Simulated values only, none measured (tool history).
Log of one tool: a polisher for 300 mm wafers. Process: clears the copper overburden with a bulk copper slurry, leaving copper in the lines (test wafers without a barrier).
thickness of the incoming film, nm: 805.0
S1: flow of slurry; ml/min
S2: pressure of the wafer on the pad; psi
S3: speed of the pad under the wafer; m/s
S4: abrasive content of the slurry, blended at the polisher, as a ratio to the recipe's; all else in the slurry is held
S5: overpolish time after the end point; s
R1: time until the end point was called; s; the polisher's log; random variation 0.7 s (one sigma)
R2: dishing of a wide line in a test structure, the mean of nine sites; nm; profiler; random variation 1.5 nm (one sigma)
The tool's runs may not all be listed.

run 1 hour=0 | S1=255 S2=2.3 S3=0.84 S4=1 S5=9 | R1=105.51 R2=43.137
run 2 hour=8.1 | S1=225 S2=2.3 S3=0.84 S4=1 S5=9 | R1=110.67 R2=43.688
run 3 hour=10.3 | S1=240 S2=2.5 S3=0.84 S4=1 S5=10 | R1=103.19 R2=47.362
run 4 hour=12.5 | S1=240 S2=2.5 S3=0.74 S4=1 S5=10 | R1=114.78 R2=45.144
run 5 hour=18.3 | S1=255 S2=2.7 S3=0.74 S4=1 S5=11 | R1=108.95 R2=51.507
run 6 hour=21.5 | S1=300 S2=2.7 S3=0.74 S4=1 S5=11 | R1=108.92 R2=52.367
run 7 hour=28.1 | S1=300 S2=2.9 S3=0.76 S4=1 S5=11 | R1=99.12 R2=55.032

The next listed run, before its measurement:
run 8 hour=31.6 | S1=300 S2=3 S3=0.78 S4=1 S5=11 | R1=? R2=?

{"run 8": {"R1": 94.463, "R2": 57.08}}

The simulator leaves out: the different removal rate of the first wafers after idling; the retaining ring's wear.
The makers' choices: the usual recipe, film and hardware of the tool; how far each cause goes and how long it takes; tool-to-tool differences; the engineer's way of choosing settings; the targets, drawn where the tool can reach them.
